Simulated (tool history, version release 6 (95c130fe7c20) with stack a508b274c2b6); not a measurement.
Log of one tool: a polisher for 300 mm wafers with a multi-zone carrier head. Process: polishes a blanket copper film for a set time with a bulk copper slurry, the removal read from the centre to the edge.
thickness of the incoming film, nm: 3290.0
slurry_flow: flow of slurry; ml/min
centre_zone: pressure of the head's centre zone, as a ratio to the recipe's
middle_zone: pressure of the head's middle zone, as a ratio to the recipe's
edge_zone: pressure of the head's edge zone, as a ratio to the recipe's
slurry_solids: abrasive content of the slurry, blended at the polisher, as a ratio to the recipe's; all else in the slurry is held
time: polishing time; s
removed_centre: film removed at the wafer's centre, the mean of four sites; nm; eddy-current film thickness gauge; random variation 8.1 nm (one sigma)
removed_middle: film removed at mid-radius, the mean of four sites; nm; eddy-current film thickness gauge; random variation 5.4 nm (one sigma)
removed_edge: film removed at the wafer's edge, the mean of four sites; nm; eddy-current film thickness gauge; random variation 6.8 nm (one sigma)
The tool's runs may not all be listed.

run,hour,slurry_flow,centre_zone,middle_zone,edge_zone,slurry_solids,time,removed_centre,removed_middle,removed_edge
1,0.0,130,1.00,1.00,1.00,1.00,63,523.19,523.05,514.23
2,2.2,140,1.02,1.02,1.04,1.15,65,594.20,579.31,570.30
3,2.7,150,1.03,1.04,1.07,1.25,66,620.67,617.52,606.21
4,3.7,150,0.97,1.04,1.07,1.25,66,588.98,617.04,611.78
5,8.5,150,0.91,1.04,1.07,1.25,66,557.54,617.04,600.29
6,11.7,160,0.96,1.06,1.09,1.30,67,613.44,655.14,631.97
7,14.5,160,0.96,1.06,1.09,1.30,67,608.49,647.76,641.50
8,16.4,170,1.00,1.08,1.10,1.35,67,650.43,676.92,646.43
9,17.8,175,1.02,1.09,1.11,1.40,68,667.07,705.52,668.03
10,26.5,180,1.05,1.09,1.12,1.45,69,702.82,725.61,676.45
11,27.6,180,1.06,1.08,1.13,1.45,70,718.65,733.81,698.01

Forecast run 12:
12,32.8,185,1.08,1.08,1.14,1.45,70,?,?,?

removed_centre: 741.66 nm
removed_middle: 734.52 nm
removed_edge: 711.53 nm
